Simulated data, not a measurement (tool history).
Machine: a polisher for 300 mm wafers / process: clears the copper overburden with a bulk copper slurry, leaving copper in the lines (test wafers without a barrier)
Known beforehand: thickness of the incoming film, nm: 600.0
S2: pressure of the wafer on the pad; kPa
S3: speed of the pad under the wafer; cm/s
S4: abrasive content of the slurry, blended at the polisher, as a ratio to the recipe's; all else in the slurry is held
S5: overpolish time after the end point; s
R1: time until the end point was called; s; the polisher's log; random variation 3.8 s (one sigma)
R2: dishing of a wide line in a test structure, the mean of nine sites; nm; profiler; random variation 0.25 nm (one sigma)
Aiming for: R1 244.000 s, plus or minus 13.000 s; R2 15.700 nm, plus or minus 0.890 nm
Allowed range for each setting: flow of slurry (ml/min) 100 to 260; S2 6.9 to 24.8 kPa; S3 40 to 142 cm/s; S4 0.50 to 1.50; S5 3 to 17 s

Run 1, hour 0.0: flow of slurry (ml/min) 165, S2 15.9 kPa, S3 90 cm/s, S4 1.00, S5 9 s. Result: R1 85.470 s, R2 33.560 nm.
Run 2, hour 2.1: flow of slurry (ml/min) 165, S2 18.6 kPa, S3 90 cm/s, S4 1.00, S5 9 s. Result: R1 73.823 s, R2 34.328 nm.
Run 3, hour 9.6: flow of slurry (ml/min) 165, S2 18.6 kPa, S3 70 cm/s, S4 1.00, S5 9 s. Result: R1 93.759 s, R2 31.413 nm.
Run 4, hour 11.6: flow of slurry (ml/min) 165, S2 20.0 kPa, S3 70 cm/s, S4 1.00, S5 9 s. Result: R1 87.051 s, R2 31.789 nm.
Run 5, hour 18.2: flow of slurry (ml/min) 160, S2 17.2 kPa, S3 64 cm/s, S4 0.95, S5 8 s. Result: R1 113.210 s, R2 25.547 nm.
Run 6, hour 20.1: flow of slurry (ml/min) 160, S2 17.2 kPa, S3 82 cm/s, S4 0.95, S5 8 s. Result: R1 87.663 s, R2 30.189 nm.
Run 7, hour 22.8: flow of slurry (ml/min) 160, S2 15.2 kPa, S3 74 cm/s, S4 0.95, S5 7 s. Result: R1 112.550 s, R2 23.806 nm.
Run 8, hour 28.9: flow of slurry (ml/min) 150, S2 11.0 kPa, S3 54 cm/s, S4 0.90, S5 9 s. Result: R1 205.480 s, R2 18.301 nm.
Run 9, hour 37.0: flow of slurry (ml/min) 150, S2 10.3 kPa, S3 54 cm/s, S4 0.90, S5 9 s. Result: R1 216.200 s, R2 16.912 nm.

Which one of the following 5 next-run settings gets every result inside its allowed miss? There is exactly one.
Run A, hour 45.1: flow of slurry (ml/min) 120, S2 9.7 kPa, S3 52 cm/s, S4 1.00, S5 11 s. Result: R1 ?, R2 ?.
Run B, hour 45.1: flow of slurry (ml/min) 145, S2 10.3 kPa, S3 64 cm/s, S4 0.80, S5 8 s. Result: R1 ?, R2 ?.
Run C, hour 45.1: flow of slurry (ml/min) 205, S2 11.7 kPa, S3 42 cm/s, S4 0.85, S5 9 s. Result: R1 ?, R2 ?.
Run D, hour 45.1: flow of slurry (ml/min) 130, S2 10.3 kPa, S3 50 cm/s, S4 0.95, S5 12 s. Result: R1 ?, R2 ?.
Run E, hour 45.1: flow of slurry (ml/min) 100, S2 8.3 kPa, S3 94 cm/s, S4 0.70, S5 7 s. Result: R1 ?, R2 ?.

move       R1      R2
   A  239.760  18.423
   B  187.870  17.457
   C  236.120  16.077
   D  232.990  20.120
   E  172.470  16.679
A: brings the last run's worst result on target, with another outside its allowed miss
B: misses by more than the last run did
C: hits every target within its allowed miss
D: brings the last run's worst result on target, with another outside its allowed miss
E: misses by more than the last run did
C is the move that brings every result within its allowed miss.
